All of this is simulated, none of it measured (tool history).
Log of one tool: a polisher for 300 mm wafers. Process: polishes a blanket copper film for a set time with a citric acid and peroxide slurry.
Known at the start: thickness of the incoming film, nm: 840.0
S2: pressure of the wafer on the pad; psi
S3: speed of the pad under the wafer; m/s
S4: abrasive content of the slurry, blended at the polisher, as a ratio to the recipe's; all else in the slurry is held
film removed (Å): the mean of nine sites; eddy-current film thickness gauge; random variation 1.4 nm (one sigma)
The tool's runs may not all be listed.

run 1 hour=0.0 | flow_of_slurry_(ml/min)=150 S2=3.7 S3=0.82 S4=1.00 polishing_time_(s)=113 | film_removed_(Å)=3028.9
run 2 hour=5.4 | flow_of_slurry_(ml/min)=145 S2=3.1 S3=0.74 S4=1.00 polishing_time_(s)=113 | film_removed_(Å)=2360.4
run 3 hour=8.9 | flow_of_slurry_(ml/min)=145 S2=2.7 S3=0.74 S4=1.00 polishing_time_(s)=113 | film_removed_(Å)=2050.2
run 4 hour=17.7 | flow_of_slurry_(ml/min)=145 S2=2.4 S3=0.70 S4=1.00 polishing_time_(s)=113 | film_removed_(Å)=1770.2
run 5 hour=21.3 | flow_of_slurry_(ml/min)=145 S2=2.4 S3=0.70 S4=0.85 polishing_time_(s)=113 | film_removed_(Å)=1707.2
run 6 hour=28.3 | flow_of_slurry_(ml/min)=145 S2=2.2 S3=0.68 S4=0.85 polishing_time_(s)=113 | film_removed_(Å)=1497.0
run 7 hour=31.6 | flow_of_slurry_(ml/min)=145 S2=2.1 S3=0.68 S4=0.85 polishing_time_(s)=113 | film_removed_(Å)=1485.4
run 8 hour=34.2 | flow_of_slurry_(ml/min)=135 S2=1.7 S3=0.64 S4=0.85 polishing_time_(s)=113 | film_removed_(Å)=1138.1

What does the tool deliver on the next run?
run 9 hour=40.4 | flow_of_slurry_(ml/min)=145 S2=1.7 S3=0.64 S4=0.85 polishing_time_(s)=113 | film_removed_(Å)=?

film removed (Å): 1118.0
